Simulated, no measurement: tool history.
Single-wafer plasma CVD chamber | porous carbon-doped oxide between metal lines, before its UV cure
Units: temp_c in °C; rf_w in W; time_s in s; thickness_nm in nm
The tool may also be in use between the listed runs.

Run 1, hour 0: temp_c 300 °C, rf_w 595 W, time_s 25 s. Result: thickness_nm 144.92 nm.
Run 2, hour 4.7: temp_c 300 °C, rf_w 595 W, time_s 25 s. Result: thickness_nm 144.02 nm.
Run 3, hour 5.8: temp_c 303 °C, rf_w 570 W, time_s 24.9 s. Result: thickness_nm 136.97 nm.
Run 4, hour 10.9: temp_c 306 °C, rf_w 555 W, time_s 24.9 s. Result: thickness_nm 127.73 nm.
Run 5, hour 14.8: temp_c 306 °C, rf_w 555 W, time_s 23.8 s. Result: thickness_nm 123.81 nm.
Run 6, hour 17: temp_c 308 °C, rf_w 555 W, time_s 23.8 s. Result: thickness_nm 122.11 nm.
Run 7, hour 21.9: temp_c 310 °C, rf_w 555 W, time_s 23.8 s. Result: thickness_nm 119.53 nm.
Run 8, hour 23: temp_c 310 °C, rf_w 555 W, time_s 23.8 s. Result: thickness_nm 121.89 nm.
Run 9, hour 29.2: temp_c 312 °C, rf_w 550 W, time_s 23.8 s. Result: thickness_nm 118.69 nm.

Predict the results of run 10:
Run 10, hour 32.8: temp_c 314 °C, rf_w 545 W, time_s 23.8 s. Result: thickness_nm ?.

Run 10 produced thickness_nm 115.56 nm.
